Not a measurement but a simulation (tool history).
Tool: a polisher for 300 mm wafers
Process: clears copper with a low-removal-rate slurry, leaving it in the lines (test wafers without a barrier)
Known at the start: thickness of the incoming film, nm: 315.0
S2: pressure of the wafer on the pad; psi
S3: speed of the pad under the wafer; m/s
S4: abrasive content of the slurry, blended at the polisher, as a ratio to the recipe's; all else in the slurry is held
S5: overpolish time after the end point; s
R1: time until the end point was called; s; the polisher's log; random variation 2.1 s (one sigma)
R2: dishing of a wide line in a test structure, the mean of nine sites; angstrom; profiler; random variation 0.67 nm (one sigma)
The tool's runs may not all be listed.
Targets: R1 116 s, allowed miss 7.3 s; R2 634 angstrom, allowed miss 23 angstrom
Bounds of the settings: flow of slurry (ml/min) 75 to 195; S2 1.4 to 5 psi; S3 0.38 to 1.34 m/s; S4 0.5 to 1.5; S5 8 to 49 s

Run 1, hour 0: flow of slurry (ml/min) 125, S2 3.2 psi, S3 0.86 m/s, S4 1, S5 25 s. Result: R1 142.52 s, R2 400.5 angstrom.
Run 2, hour 5.4: flow of slurry (ml/min) 150, S2 3.2 psi, S3 0.86 m/s, S4 1, S5 25 s. Result: R1 135.74 s, R2 405.16 angstrom.
Run 3, hour 9: flow of slurry (ml/min) 150, S2 3.2 psi, S3 1.06 m/s, S4 1, S5 25 s. Result: R1 108.07 s, R2 489.83 angstrom.
Run 4, hour 10.4: flow of slurry (ml/min) 150, S2 3.2 psi, S3 0.98 m/s, S4 1, S5 25 s. Result: R1 124.55 s, R2 449.87 angstrom.
Run 5, hour 12.7: flow of slurry (ml/min) 150, S2 3.2 psi, S3 0.9 m/s, S4 1, S5 25 s. Result: R1 132.77 s, R2 423.99 angstrom.
Run 6, hour 20.5: flow of slurry (ml/min) 150, S2 3.3 psi, S3 0.9 m/s, S4 1, S5 26 s. Result: R1 127.16 s, R2 452.3 angstrom.
Run 7, hour 28: flow of slurry (ml/min) 145, S2 3.4 psi, S3 0.9 m/s, S4 1, S5 27 s. Result: R1 122.88 s, R2 466.98 angstrom.
Run 8, hour 28.6: flow of slurry (ml/min) 140, S2 3.4 psi, S3 0.92 m/s, S4 1, S5 29 s. Result: R1 122.53 s, R2 499.23 angstrom.
Run 9, hour 36.2: flow of slurry (ml/min) 135, S2 3.4 psi, S3 0.92 m/s, S4 1, S5 30 s. Result: R1 126.51 s, R2 520.46 angstrom.
Run 10, hour 40.8: flow of slurry (ml/min) 135, S2 3.5 psi, S3 0.92 m/s, S4 1, S5 31 s. Result: R1 121.71 s, R2 536.79 angstrom.
Run 11, hour 43.6: flow of slurry (ml/min) 135, S2 3.5 psi, S3 0.92 m/s, S4 1, S5 32 s. Result: R1 123.84 s, R2 546.96 angstrom.
Run 12, hour 51.1: flow of slurry (ml/min) 135, S2 3.5 psi, S3 0.92 m/s, S4 1, S5 33 s. Result: R1 119.68 s, R2 555.25 angstrom.
Run 13, hour 57.2: flow of slurry (ml/min) 135, S2 3.5 psi, S3 0.92 m/s, S4 1, S5 34 s. Result: R1 118.86 s, R2 573.52 angstrom.
Run 14, hour 63.4: flow of slurry (ml/min) 135, S2 3.5 psi, S3 0.92 m/s, S4 1, S5 35 s. Result: R1 118.91 s, R2 594.36 angstrom.

Which of these 4 next moves meets every target?
Run A, hour 69.6: flow of slurry (ml/min) 155, S2 3.6 psi, S3 0.88 m/s, S4 1.1, S5 37 s. Result: R1 ?, R2 ?.
Run B, hour 69.6: flow of slurry (ml/min) 120, S2 4.3 psi, S3 0.98 m/s, S4 0.75, S5 30 s. Result: R1 ?, R2 ?.
Run C, hour 69.6: flow of slurry (ml/min) 140, S2 3.6 psi, S3 1.04 m/s, S4 1.15, S5 32 s. Result: R1 ?, R2 ?.
Run D, hour 69.6: flow of slurry (ml/min) 125, S2 3.3 psi, S3 1.02 m/s, S4 1.05, S5 33 s. Result: R1 ?, R2 ?.

move      R1      R2
   A  113.33  626.81
   B  98.778  604.28
   C  97.303  630.02
   D  112.05  577.68
A: meets every target
B: further off than the last run
C: brings the result that was furthest off to its target, and leaves another outside
D: further off than the last run
Move A is the one to make.
